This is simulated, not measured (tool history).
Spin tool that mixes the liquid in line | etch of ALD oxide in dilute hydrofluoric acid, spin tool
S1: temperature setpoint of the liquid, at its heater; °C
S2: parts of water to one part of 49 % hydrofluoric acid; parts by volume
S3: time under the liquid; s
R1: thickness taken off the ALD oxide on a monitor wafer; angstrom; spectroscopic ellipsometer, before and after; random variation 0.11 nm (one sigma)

run  hour    S1   S2  S3      R1
  1     0    24  105  95  183.07
  2   2.2  22.5  110  95  162.67
  3   6.5    21  110  95  155.84
  4  15.5    20  115  95  140.24
  5  20.7    22  115  95  153.17
  6  27.6    21  115  95  146.31
  7  30.8    20  115  95  140.08
  8  36.2  19.5  115  95  141.13
  9  39.3  19.5  115  95  138.26
 10  47.5    19  115  95   136.1
 11  49.6  18.5  115  95  133.88
 12  52.3    18  115  95  128.63

The next listed run, before its measurement:
 13  60.3  17.5  115  95   ?

{"run 13": {"R1": 127.08}}
